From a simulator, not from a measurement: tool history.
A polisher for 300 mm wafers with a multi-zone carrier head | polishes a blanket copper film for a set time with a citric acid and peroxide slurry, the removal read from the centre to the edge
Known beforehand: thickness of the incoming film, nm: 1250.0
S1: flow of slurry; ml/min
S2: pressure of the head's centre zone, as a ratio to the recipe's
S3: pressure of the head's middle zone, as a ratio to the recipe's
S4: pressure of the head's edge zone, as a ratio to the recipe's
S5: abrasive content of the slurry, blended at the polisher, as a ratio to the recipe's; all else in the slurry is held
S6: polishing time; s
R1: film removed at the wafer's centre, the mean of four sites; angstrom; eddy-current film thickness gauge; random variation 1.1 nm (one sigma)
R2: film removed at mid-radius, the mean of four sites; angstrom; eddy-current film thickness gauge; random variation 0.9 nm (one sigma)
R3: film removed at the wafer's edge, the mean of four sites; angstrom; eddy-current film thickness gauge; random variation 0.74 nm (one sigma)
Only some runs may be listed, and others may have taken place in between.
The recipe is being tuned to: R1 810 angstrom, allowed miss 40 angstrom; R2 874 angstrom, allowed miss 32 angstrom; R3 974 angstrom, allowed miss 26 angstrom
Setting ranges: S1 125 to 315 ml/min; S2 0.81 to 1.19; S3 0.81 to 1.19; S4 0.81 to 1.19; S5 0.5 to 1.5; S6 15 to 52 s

{"run": 1, "hour": 0.0, "S1": 205, "S2": 1, "S3": 1, "S4": 1, "S5": 1, "S6": 33, "R1": 853.43, "R2": 817.02, "R3": 827.83}
{"run": 2, "hour": 6.3, "S1": 210, "S2": 0.99, "S3": 1, "S4": 1.03, "S5": 1, "S6": 33, "R1": 830.51, "R2": 821.71, "R3": 857.23}
{"run": 3, "hour": 12.0, "S1": 215, "S2": 0.99, "S3": 1, "S4": 1.04, "S5": 1, "S6": 33, "R1": 843.68, "R2": 798.62, "R3": 851.43}
{"run": 4, "hour": 16.7, "S1": 215, "S2": 0.99, "S3": 1, "S4": 1.04, "S5": 1, "S6": 40, "R1": 1032.9, "R2": 996.67, "R3": 1020.1}
{"run": 5, "hour": 20.7, "S1": 215, "S2": 0.99, "S3": 1.04, "S4": 1.04, "S5": 1, "S6": 40, "R1": 1026.4, "R2": 1017.1, "R3": 1031.3}
{"run": 6, "hour": 23.8, "S1": 215, "S2": 0.99, "S3": 1.04, "S4": 1.04, "S5": 0.85, "S6": 40, "R1": 1002.8, "R2": 1024.4, "R3": 995.12}
{"run": 7, "hour": 26.8, "S1": 210, "S2": 0.97, "S3": 1.02, "S4": 1.05, "S5": 0.85, "S6": 40, "R1": 967.02, "R2": 975.73, "R3": 1007.4}
{"run": 8, "hour": 28.2, "S1": 205, "S2": 0.96, "S3": 1.01, "S4": 1.05, "S5": 0.85, "S6": 40, "R1": 986.74, "R2": 976.39, "R3": 1016.9}
{"run": 9, "hour": 35.1, "S1": 205, "S2": 0.94, "S3": 1.01, "S4": 1.05, "S5": 0.8, "S6": 40, "R1": 942.18, "R2": 951.83, "R3": 1006.1}
{"run": 10, "hour": 42.4, "S1": 205, "S2": 0.93, "S3": 1.01, "S4": 1.05, "S5": 0.8, "S6": 40, "R1": 925.09, "R2": 979.83, "R3": 1003.2}
{"run": 11, "hour": 46.2, "S1": 200, "S2": 0.92, "S3": 1, "S4": 1.05, "S5": 0.8, "S6": 40, "R1": 907.16, "R2": 945.38, "R3": 995.12}
{"run": 12, "hour": 47.9, "S1": 195, "S2": 0.91, "S3": 0.99, "S4": 1.05, "S5": 0.8, "S6": 40, "R1": 917.46, "R2": 942.13, "R3": 988.8}
{"run": 13, "hour": 54.9, "S1": 195, "S2": 0.9, "S3": 0.99, "S4": 1.06, "S5": 0.8, "S6": 40, "R1": 875.36, "R2": 942.15, "R3": 992.13}
{"run": 14, "hour": 63.2, "S1": 190, "S2": 0.89, "S3": 0.98, "S4": 1.06, "S5": 0.8, "S6": 40, "R1": 876.39, "R2": 933.02, "R3": 994.78}
{"run": 15, "hour": 65.3, "S1": 190, "S2": 0.89, "S3": 0.98, "S4": 1.06, "S5": 0.8, "S6": 40, "R1": 877.62, "R2": 936.36, "R3": 995.97}
{"run": 16, "hour": 66.7, "S1": 190, "S2": 0.88, "S3": 0.97, "S4": 1.06, "S5": 0.8, "S6": 40, "R1": 862.37, "R2": 934.15, "R3": 985.89}
{"run": 17, "hour": 73.5, "S1": 185, "S2": 0.88, "S3": 0.96, "S4": 1.06, "S5": 0.8, "S6": 40, "R1": 859.21, "R2": 903.18, "R3": 996.61}
{"run": 18, "hour": 82.3, "S1": 180, "S2": 0.88, "S3": 0.96, "S4": 1.06, "S5": 0.8, "S6": 40, "R1": 858, "R2": 899.25, "R3": 986.04}

Pick the move, out of 4, that brings all results within their allowed miss; only one does.
{"run": "A", "hour": 91.1, "S1": 215, "S2": 0.89, "S3": 1.07, "S4": 1.19, "S5": 0.7, "S6": 37, "R1": "?", "R2": "?", "R3": "?"}
{"run": "B", "hour": 91.1, "S1": 195, "S2": 1.03, "S3": 0.93, "S4": 0.97, "S5": 0.75, "S6": 39, "R1": "?", "R2": "?", "R3": "?"}
{"run": "C", "hour": 91.1, "S1": 270, "S2": 0.81, "S3": 1.08, "S4": 1.07, "S5": 0.9, "S6": 35, "R1": "?", "R2": "?", "R3": "?"}
{"run": "D", "hour": 91.1, "S1": 225, "S2": 0.86, "S3": 0.95, "S4": 1.12, "S5": 0.65, "S6": 39, "R1": "?", "R2": "?", "R3": "?"}

move=A R1=809.31 R2=929.24 R3=971.76
move=B R1=982.77 R2=867 R3=926.42
move=C R1=742 R2=942.08 R3=919.11
move=D R1=820.47 R2=882.34 R3=988.75
A: gets the furthest-off result to its target, but another result is out of tolerance
B: the biggest miss grows against the last run
C: takes the biggest miss from the last run beyond its target
D: every result within its allowed miss
So the answer is move D, the one that meets all the targets.

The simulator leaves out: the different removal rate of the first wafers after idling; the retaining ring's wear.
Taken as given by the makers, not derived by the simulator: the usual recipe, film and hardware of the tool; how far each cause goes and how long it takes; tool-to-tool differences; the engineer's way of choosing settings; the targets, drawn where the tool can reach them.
